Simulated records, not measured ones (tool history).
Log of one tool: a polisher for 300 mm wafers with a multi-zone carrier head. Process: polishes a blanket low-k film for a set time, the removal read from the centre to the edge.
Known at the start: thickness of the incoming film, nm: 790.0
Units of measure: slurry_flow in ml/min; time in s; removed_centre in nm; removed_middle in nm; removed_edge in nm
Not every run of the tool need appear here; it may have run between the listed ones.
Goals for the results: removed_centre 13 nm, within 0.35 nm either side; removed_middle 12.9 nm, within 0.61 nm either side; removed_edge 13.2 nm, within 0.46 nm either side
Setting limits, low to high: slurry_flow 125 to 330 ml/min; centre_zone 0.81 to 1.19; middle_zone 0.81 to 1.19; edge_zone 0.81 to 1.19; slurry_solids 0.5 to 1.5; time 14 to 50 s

run  hour  slurry_flow  centre_zone  middle_zone  edge_zone  slurry_solids  time  removed_centre  removed_middle  removed_edge
  1     0          210            1            1          1              1    32          18.501          18.364         17.83
  2   2.2          230            1            1          1              1    32          18.528          19.139        17.812
  3   3.3          225         0.99         0.98       0.99           0.95    32          17.885          18.406         17.65
  4   8.9          215         0.99         0.97       0.98            0.9    32          16.922          17.564        16.871
  5  16.1          255         0.99         0.97       0.98            0.9    32          17.524          17.767        17.143
  6  17.3          255         0.99         0.97       0.98           0.75    32          15.363          15.799        15.114
     20.3  -- edge zone pressure recalibrated
  7  20.3          255         0.99         0.96       0.98            0.7    32          14.365          14.577        14.392
  8  21.8          250         0.99         0.95       0.98            0.7    32          14.493          14.206        14.526

Below are 5 possible settings for the next run. Only one of them brings all results inside the allowed miss of their targets. Which is it?
  A  23.3          250         0.96         0.92       0.91            0.6    34               ?               ?             ?
  B  23.3          245         1.16         0.89          1           0.85    28               ?               ?             ?
  C  23.3          215         0.87         0.99          1            0.5    49               ?               ?             ?
  D  23.3          230         0.97         1.15        0.9           0.85    25               ?               ?             ?
  E  23.3          270         1.17         1.15       0.92           0.85    25               ?               ?             ?

move  removed_centre  removed_middle  removed_edge
   A          12.862           12.68        13.014
   B          16.758          13.564        14.938
   C          13.505           15.47        15.616
   D          12.657          14.932        12.621
   E          15.302          15.218        12.931
A: in spec on every target
B: the biggest miss grows against the last run
C: the biggest miss grows against the last run
D: brings the result that was furthest off to its target, and leaves another outside
E: the biggest miss grows against the last run
The move that meets every target is A.
